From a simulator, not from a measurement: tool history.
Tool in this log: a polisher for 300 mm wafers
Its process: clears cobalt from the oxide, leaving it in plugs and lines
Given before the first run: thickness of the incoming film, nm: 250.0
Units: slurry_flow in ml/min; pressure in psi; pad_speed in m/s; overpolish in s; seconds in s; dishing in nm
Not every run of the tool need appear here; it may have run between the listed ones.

run 1 hour=0 | slurry_flow=295 pressure=1.4 pad_speed=0.9 overpolish=19 | seconds=72.367 dishing=33.87
run 2 hour=2.8 | slurry_flow=295 pressure=1.4 pad_speed=0.9 overpolish=13 | seconds=74.768 dishing=28.002
run 3 hour=10 | slurry_flow=355 pressure=1.4 pad_speed=0.9 overpolish=13 | seconds=71.581 dishing=26.79
run 4 hour=11.2 | slurry_flow=355 pressure=1.4 pad_speed=0.98 overpolish=13 | seconds=67.454 dishing=29.584
run 5 hour=12 | slurry_flow=355 pressure=1.3 pad_speed=0.98 overpolish=14 | seconds=72.695 dishing=30.692
run 6 hour=19.6 | slurry_flow=355 pressure=1 pad_speed=0.98 overpolish=14 | seconds=83.851 dishing=27.184
run 7 hour=28.3 | slurry_flow=355 pressure=1 pad_speed=0.98 overpolish=14 | seconds=86.175 dishing=26.108

Estimate the outcome of run 8 from the log above:
run 8 hour=37.2 | slurry_flow=355 pressure=1 pad_speed=0.98 overpolish=15 | seconds=? dishing=?

Run 8 yielded seconds 87.318 s, dishing 29.057 nm.

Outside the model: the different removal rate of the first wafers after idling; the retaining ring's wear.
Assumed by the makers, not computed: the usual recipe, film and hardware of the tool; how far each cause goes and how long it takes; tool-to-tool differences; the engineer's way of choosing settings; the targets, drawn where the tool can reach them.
